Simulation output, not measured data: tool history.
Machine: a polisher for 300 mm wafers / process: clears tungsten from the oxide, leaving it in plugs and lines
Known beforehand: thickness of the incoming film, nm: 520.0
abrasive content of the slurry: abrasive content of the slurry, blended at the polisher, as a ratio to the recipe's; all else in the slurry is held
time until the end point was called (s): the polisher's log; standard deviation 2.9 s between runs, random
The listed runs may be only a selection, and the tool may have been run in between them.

| run | day | flow of slurry (ml/min) | pressure of the wafer on the pad (kPa) | speed of the pad under the wafer (cm/s) | abrasive content of the slurry | overpolish time after the end point (s) | time until the end point was called (s) |
|---|---|---|---|---|---|---|---|
| 1 | 0 | 145 | 26.9 | 94 | 1 | 4 | 107.62 |
| 2 | 0.171 | 145 | 24.8 | 94 | 1 | 4 | 114.7 |
| 3 | 0.388 | 145 | 24.8 | 94 | 1 | 4 | 114.21 |
| 4 | 0.446 | 145 | 22.1 | 92 | 1 | 4 | 123.24 |
| 5 | 0.496 | 130 | 22.1 | 92 | 1 | 4 | 125.55 |
| 6 | 0.567 | 145 | 22.1 | 92 | 1 | 4 | 125 |
| 7 | 0.675 | 145 | 22.1 | 92 | 1 | 4 | 121.3 |

The next listed run, before its measurement:
| 8 | 0.808 | 140 | 19.3 | 90 | 1 | 4 | ? |

time until the end point was called (s): 141.69
